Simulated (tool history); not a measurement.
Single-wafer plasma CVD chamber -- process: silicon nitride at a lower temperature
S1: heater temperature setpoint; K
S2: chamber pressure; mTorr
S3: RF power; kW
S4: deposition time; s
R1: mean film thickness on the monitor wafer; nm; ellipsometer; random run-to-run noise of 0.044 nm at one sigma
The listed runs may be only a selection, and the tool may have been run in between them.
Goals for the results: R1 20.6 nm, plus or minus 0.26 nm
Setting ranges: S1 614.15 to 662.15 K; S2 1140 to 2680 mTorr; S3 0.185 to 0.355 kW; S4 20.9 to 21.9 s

run	hour	S1	S2	S3	S4	R1
1	0	638.15	1910	0.27	21.9	24.877
2	6.5	638.15	1820	0.265	21.9	24.113
3	14.6	647.15	1820	0.265	21.9	23.924
4	20.4	647.15	1820	0.24	21.9	21.971
5	23.5	647.15	1550	0.24	21.9	21.127
6	26.9	647.15	1530	0.24	21.9	21.013
7	30	647.15	1520	0.24	21.9	20.898
8	33.6	647.15	1510	0.24	21.9	20.845

Exactly one of the 5 candidate moves below puts every result within its allowed miss. Which one?
A	37.2	642.15	1430	0.255	21.3	?
B	37.2	650.15	1650	0.255	20.9	?
C	37.2	628.15	2020	0.225	21.9	?
D	37.2	642.15	1940	0.22	21.9	?
E	37.2	643.15	1460	0.245	21.9	?

move	R1
A	21.283
B	21.591
C	21.345
D	20.543
E	21.2
A: further off than the last run
B: further off than the last run
C: further off than the last run
D: meets every target
E: further off than the last run
Correct choice: D, which meets every target
